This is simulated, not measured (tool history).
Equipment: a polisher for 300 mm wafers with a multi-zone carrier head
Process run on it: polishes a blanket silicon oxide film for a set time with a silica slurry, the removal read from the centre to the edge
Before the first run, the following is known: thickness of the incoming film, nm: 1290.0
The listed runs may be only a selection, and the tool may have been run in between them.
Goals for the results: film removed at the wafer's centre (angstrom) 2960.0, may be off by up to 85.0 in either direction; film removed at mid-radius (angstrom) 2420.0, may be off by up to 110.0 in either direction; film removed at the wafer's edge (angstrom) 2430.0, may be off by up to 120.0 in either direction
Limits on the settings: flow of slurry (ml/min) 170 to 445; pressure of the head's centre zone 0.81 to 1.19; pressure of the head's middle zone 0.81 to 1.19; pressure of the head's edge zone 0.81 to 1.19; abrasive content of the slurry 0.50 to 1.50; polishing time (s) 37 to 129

run	day	flow of slurry (ml/min)	pressure of the head's centre zone	pressure of the head's middle zone	pressure of the head's edge zone	abrasive content of the slurry	polishing time (s)	film removed at the wafer's centre (angstrom)	film removed at mid-radius (angstrom)	film removed at the wafer's edge (angstrom)
1	0.000	285	1.00	1.00	1.00	1.00	83	3464.3	3285.4	3283.3
2	0.167	285	1.01	0.99	0.98	0.95	83	3352.8	3135.5	3238.5
3	0.246	285	1.01	0.91	0.98	0.95	83	3420.7	2940.1	3182.2
4	0.492	295	1.03	0.92	0.96	0.90	82	3341.9	2821.4	3056.5
5	0.821	300	1.04	0.93	0.94	0.85	81	3243.0	2783.3	2885.1
6	1.192	300	1.04	0.92	0.93	0.80	81	3172.2	2718.8	2833.3
7	1.412	300	1.05	0.92	0.92	0.75	81	3140.7	2576.3	2682.1
8	1.542	295	1.05	0.92	0.91	0.75	81	3067.3	2578.0	2725.9
9	1.796	295	1.05	0.92	0.91	0.75	81	3099.3	2602.0	2646.6
10	1.842	290	1.05	0.91	0.90	0.75	81	3056.3	2611.7	2701.8
11	2.192	315	1.11	0.94	0.89	0.50	80	2566.4	2092.7	2067.2
12	2.229	315	1.11	0.94	0.89	0.55	80	2678.4	2235.3	2231.3
13	2.429	315	1.12	0.93	0.88	0.60	80	2887.4	2254.6	2284.2
14	2.671	315	1.11	0.93	0.88	0.60	80	2823.3	2276.5	2342.3
15	2.871	315	1.11	0.94	0.88	0.60	80	2865.7	2298.0	2382.1
16	2.962	305	1.11	0.95	0.88	0.60	80	2884.7	2328.2	2350.0
17	3.104	305	1.10	0.95	0.87	0.60	80	2820.6	2335.4	2332.2

Below are 4 possible settings for the next run. Only one of them brings all results inside the allowed miss of their targets. Which is it?
A	3.246	325	0.97	0.95	0.90	0.75	73	?	?	?
B	3.246	290	1.19	0.95	0.82	0.65	73	?	?	?
C	3.246	345	1.10	0.94	0.89	0.85	69	?	?	?
D	3.246	385	1.16	1.01	0.83	0.50	86	?	?	?

move	film removed at the wafer's centre (angstrom)	film removed at mid-radius (angstrom)	film removed at the wafer's edge (angstrom)
A	2613.0	2388.0	2469.5
B	2929.1	2179.0	2169.2
C	3008.9	2398.4	2488.5
D	2952.0	2365.6	2233.0
A: further off than the last run
B: brings the last run's worst result on target, with another outside its allowed miss
C: each result inside its tolerance
D: brings the last run's worst result on target, with another outside its allowed miss
Go with C: it meets all targets.
